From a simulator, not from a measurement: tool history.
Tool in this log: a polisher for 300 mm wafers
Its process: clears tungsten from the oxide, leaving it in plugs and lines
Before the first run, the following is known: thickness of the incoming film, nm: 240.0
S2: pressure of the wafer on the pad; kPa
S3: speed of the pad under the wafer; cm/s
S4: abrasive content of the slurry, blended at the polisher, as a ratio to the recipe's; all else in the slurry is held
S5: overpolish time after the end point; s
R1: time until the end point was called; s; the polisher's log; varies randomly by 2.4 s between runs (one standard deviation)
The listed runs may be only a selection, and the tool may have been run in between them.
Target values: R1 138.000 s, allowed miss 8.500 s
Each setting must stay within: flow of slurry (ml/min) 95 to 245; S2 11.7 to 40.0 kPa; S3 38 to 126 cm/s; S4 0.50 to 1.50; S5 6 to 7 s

Run 1, hour 0.0: flow of slurry (ml/min) 155, S2 25.5 kPa, S3 82 cm/s, S4 1.00, S5 7 s. Result: R1 73.305 s.
Run 2, hour 7.0: flow of slurry (ml/min) 155, S2 22.1 kPa, S3 80 cm/s, S4 1.00, S5 7 s. Result: R1 87.140 s.
Run 3, hour 15.9: flow of slurry (ml/min) 155, S2 19.3 kPa, S3 78 cm/s, S4 1.00, S5 7 s. Result: R1 102.000 s.
Run 4, hour 18.5: flow of slurry (ml/min) 155, S2 17.9 kPa, S3 78 cm/s, S4 1.00, S5 7 s. Result: R1 106.330 s.
Run 5, hour 22.9: flow of slurry (ml/min) 155, S2 16.5 kPa, S3 78 cm/s, S4 1.00, S5 7 s. Result: R1 116.510 s.
Run 6, hour 28.1: flow of slurry (ml/min) 155, S2 16.5 kPa, S3 78 cm/s, S4 1.00, S5 7 s. Result: R1 114.200 s.
Run 7, hour 33.1: flow of slurry (ml/min) 155, S2 16.5 kPa, S3 78 cm/s, S4 1.00, S5 7 s. Result: R1 116.560 s.
Run 8, hour 39.1: flow of slurry (ml/min) 155, S2 15.9 kPa, S3 78 cm/s, S4 1.00, S5 7 s. Result: R1 124.030 s.
Run 9, hour 41.9: flow of slurry (ml/min) 155, S2 15.2 kPa, S3 78 cm/s, S4 1.00, S5 7 s. Result: R1 125.360 s.

Which one of the following 4 next-run settings gets every result inside its allowed miss? There is exactly one.
Run A, hour 44.7: flow of slurry (ml/min) 150, S2 14.5 kPa, S3 80 cm/s, S4 0.85, S5 7 s. Result: R1 ?.
Run B, hour 44.7: flow of slurry (ml/min) 220, S2 11.7 kPa, S3 110 cm/s, S4 1.05, S5 7 s. Result: R1 ?.
Run C, hour 44.7: flow of slurry (ml/min) 155, S2 18.6 kPa, S3 68 cm/s, S4 1.10, S5 7 s. Result: R1 ?.
Run D, hour 44.7: flow of slurry (ml/min) 160, S2 17.9 kPa, S3 72 cm/s, S4 0.90, S5 7 s. Result: R1 ?.

move       R1
   A  138.290
   B  109.180
   C  117.830
   D  121.820
A: all results in spec
B: lands further from the targets than the last run did
C: lands further from the targets than the last run did
D: lands further from the targets than the last run did
So the answer is move A, the one that meets all the targets.
